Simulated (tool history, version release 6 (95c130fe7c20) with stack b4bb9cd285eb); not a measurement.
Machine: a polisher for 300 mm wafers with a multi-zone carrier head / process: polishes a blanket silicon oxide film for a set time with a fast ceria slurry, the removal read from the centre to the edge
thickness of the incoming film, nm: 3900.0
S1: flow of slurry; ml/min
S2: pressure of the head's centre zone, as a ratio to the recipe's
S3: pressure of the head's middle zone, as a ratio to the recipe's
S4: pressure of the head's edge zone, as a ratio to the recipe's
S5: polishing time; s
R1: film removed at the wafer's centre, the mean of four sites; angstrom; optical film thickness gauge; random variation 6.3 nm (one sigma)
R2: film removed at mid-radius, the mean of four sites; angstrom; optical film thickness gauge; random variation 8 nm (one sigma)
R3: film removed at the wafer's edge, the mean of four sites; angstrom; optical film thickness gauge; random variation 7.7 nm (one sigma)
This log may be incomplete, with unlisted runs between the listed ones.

{"run": 1, "hour": 0.0, "S1": 290, "S2": 1.0, "S3": 1.0, "S4": 1.0, "S5": 76, "R1": 9472.6, "R2": 8658.6, "R3": 8772.1}
{"run": 2, "hour": 5.2, "S1": 300, "S2": 0.98, "S3": 1.03, "S4": 1.03, "S5": 76, "R1": 9218.2, "R2": 8903.0, "R3": 9097.7}
{"run": 3, "hour": 12.5, "S1": 315, "S2": 0.97, "S3": 1.06, "S4": 1.03, "S5": 76, "R1": 9407.0, "R2": 9109.2, "R3": 9010.4}
{"run": 4, "hour": 19.6, "S1": 315, "S2": 0.97, "S3": 1.06, "S4": 0.99, "S5": 76, "R1": 9200.2, "R2": 9161.6, "R3": 8939.7}
{"run": 5, "hour": 23.8, "S1": 315, "S2": 0.97, "S3": 1.06, "S4": 0.99, "S5": 87, "R1": 10703.0, "R2": 10473.0, "R3": 10197.0}
{"run": 6, "hour": 26.2, "S1": 300, "S2": 0.94, "S3": 1.07, "S4": 0.98, "S5": 87, "R1": 10164.0, "R2": 10478.0, "R3": 9999.0}
{"run": 7, "hour": 30.9, "S1": 280, "S2": 0.92, "S3": 1.08, "S4": 0.99, "S5": 87, "R1": 10001.0, "R2": 10511.0, "R3": 10120.0}
{"run": 8, "hour": 32.8, "S1": 275, "S2": 0.9, "S3": 1.08, "S4": 0.98, "S5": 87, "R1": 9668.9, "R2": 10491.0, "R3": 9896.3}
{"run": 9, "hour": 38.8, "S1": 265, "S2": 0.89, "S3": 1.08, "S4": 0.98, "S5": 87, "R1": 9551.6, "R2": 10494.0, "R3": 10012.0}
{"run": 10, "hour": 41.7, "S1": 260, "S2": 0.88, "S3": 1.08, "S4": 0.97, "S5": 87, "R1": 9427.3, "R2": 10229.0, "R3": 9738.8}
{"run": 11, "hour": 45.7, "S1": 255, "S2": 0.87, "S3": 1.09, "S4": 0.97, "S5": 87, "R1": 9314.1, "R2": 10375.0, "R3": 9799.7}
{"run": 12, "hour": 53.1, "S1": 250, "S2": 0.86, "S3": 1.09, "S4": 0.97, "S5": 87, "R1": 9200.0, "R2": 10433.0, "R3": 9958.3}

Predict the results of run 13:
{"run": 13, "hour": 57.8, "S1": 250, "S2": 0.86, "S3": 1.09, "S4": 0.97, "S5": 87, "R1": "?", "R2": "?", "R3": "?"}

Run 13 yielded R1 9132.6 angstrom, R2 10440.0 angstrom, R3 9764.6 angstrom.
